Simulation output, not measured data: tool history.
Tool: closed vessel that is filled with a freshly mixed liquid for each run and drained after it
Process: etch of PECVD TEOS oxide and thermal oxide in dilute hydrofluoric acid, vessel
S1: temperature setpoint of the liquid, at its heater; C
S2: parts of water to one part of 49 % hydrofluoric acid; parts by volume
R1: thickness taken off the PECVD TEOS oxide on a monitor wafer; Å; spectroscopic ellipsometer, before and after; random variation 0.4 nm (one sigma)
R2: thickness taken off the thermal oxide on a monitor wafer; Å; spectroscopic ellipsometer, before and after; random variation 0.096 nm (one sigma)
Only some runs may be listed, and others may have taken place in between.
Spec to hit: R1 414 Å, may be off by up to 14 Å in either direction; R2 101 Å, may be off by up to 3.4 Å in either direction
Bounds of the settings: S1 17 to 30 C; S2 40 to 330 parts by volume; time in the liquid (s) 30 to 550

{"run": 1, "day": 0.0, "S1": 22, "S2": 185, "time in the liquid (s)": 280, "R1": 267.61, "R2": 65.547}
{"run": 2, "day": 0.246, "S1": 24, "S2": 180, "time in the liquid (s)": 280, "R1": 301.37, "R2": 72.598}
{"run": 3, "day": 0.496, "S1": 25, "S2": 175, "time in the liquid (s)": 280, "R1": 321.3, "R2": 79.272}
{"run": 4, "day": 0.788, "S1": 26, "S2": 170, "time in the liquid (s)": 280, "R1": 346.88, "R2": 84.743}
{"run": 5, "day": 1.108, "S1": 26, "S2": 115, "time in the liquid (s)": 280, "R1": 551.89, "R2": 133.72}
{"run": 6, "day": 1.417, "S1": 26, "S2": 115, "time in the liquid (s)": 170, "R1": 331.25, "R2": 79.656}
{"run": 7, "day": 1.475, "S1": 27, "S2": 110, "time in the liquid (s)": 170, "R1": 363.98, "R2": 88.303}
{"run": 8, "day": 1.575, "S1": 27.5, "S2": 110, "time in the liquid (s)": 170, "R1": 370.75, "R2": 90.076}
{"run": 9, "day": 1.954, "S1": 28, "S2": 110, "time in the liquid (s)": 170, "R1": 385.25, "R2": 90.64}
{"run": 10, "day": 2.217, "S1": 28, "S2": 105, "time in the liquid (s)": 170, "R1": 403.81, "R2": 96.079}

4 candidate next runs follow, results not yet known. Just one meets every target within its allowed miss. Identify it.
{"run": "A", "day": 2.479, "S1": 28, "S2": 130, "time in the liquid (s)": 245, "R1": "?", "R2": "?"}
{"run": "B", "day": 2.479, "S1": 17, "S2": 100, "time in the liquid (s)": 240, "R1": "?", "R2": "?"}
{"run": "C", "day": 2.479, "S1": 24, "S2": 120, "time in the liquid (s)": 240, "R1": "?", "R2": "?"}
{"run": "D", "day": 2.479, "S1": 17, "S2": 110, "time in the liquid (s)": 270, "R1": "?", "R2": "?"}

move=A R1=448.3 R2=109.6
move=B R1=381.8 R2=93.34
move=C R1=413.49 R2=101.09
move=D R1=386.47 R2=94.482
A: pushes the last run's worst result past its target
B: further off than the last run
C: hits every target within its allowed miss
D: further off than the last run
The right move is C.
